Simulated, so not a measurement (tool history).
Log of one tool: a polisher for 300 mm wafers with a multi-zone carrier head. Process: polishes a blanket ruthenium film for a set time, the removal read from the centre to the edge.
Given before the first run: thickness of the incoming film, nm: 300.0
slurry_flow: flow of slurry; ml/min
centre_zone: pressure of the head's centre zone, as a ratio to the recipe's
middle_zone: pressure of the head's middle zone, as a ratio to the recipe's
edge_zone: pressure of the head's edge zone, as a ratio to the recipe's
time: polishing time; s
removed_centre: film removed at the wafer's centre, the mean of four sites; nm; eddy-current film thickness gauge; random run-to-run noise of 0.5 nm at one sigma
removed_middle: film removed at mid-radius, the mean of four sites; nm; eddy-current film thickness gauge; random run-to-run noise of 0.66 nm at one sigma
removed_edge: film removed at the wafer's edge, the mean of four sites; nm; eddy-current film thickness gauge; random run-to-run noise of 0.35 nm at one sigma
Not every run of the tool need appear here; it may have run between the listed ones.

run,day,slurry_flow,centre_zone,middle_zone,edge_zone,time,removed_centre,removed_middle,removed_edge
1,0.000,225,1.00,1.00,1.00,35,37.627,35.912,36.414
2,0.233,225,1.00,0.95,1.00,35,36.412,35.824,36.540
3,0.554,225,1.00,0.95,1.00,28,29.309,28.419,29.258
4,0.675,225,1.00,1.02,1.00,28,29.923,30.029,29.409
5,0.821,225,1.00,1.02,1.00,23,24.058,25.135,23.984
6,0.875,255,1.00,1.02,1.00,23,24.576,24.983,23.997
7,1.192,245,0.96,1.05,1.03,27,27.761,30.487,28.515
8,1.442,245,0.96,1.05,1.03,27,27.581,29.919,28.664
9,1.662,245,0.94,1.06,1.06,30,29.933,33.627,32.068
10,1.971,245,0.92,1.06,1.08,33,33.308,36.288,35.934
11,2.042,245,0.92,1.06,1.08,33,32.899,37.879,35.844
12,2.217,240,0.91,1.05,1.10,35,34.082,40.183,38.140
13,2.329,245,0.90,1.03,1.12,37,36.145,41.094,41.167
14,2.367,245,0.89,1.04,1.13,38,37.193,41.720,42.036
15,2.729,245,0.88,1.05,1.14,39,37.872,42.769,43.399

Forecast run 16:
16,2.762,250,0.87,1.06,1.15,40,?,?,?

removed_centre: 37.555 nm
removed_middle: 44.891 nm
removed_edge: 44.995 nm
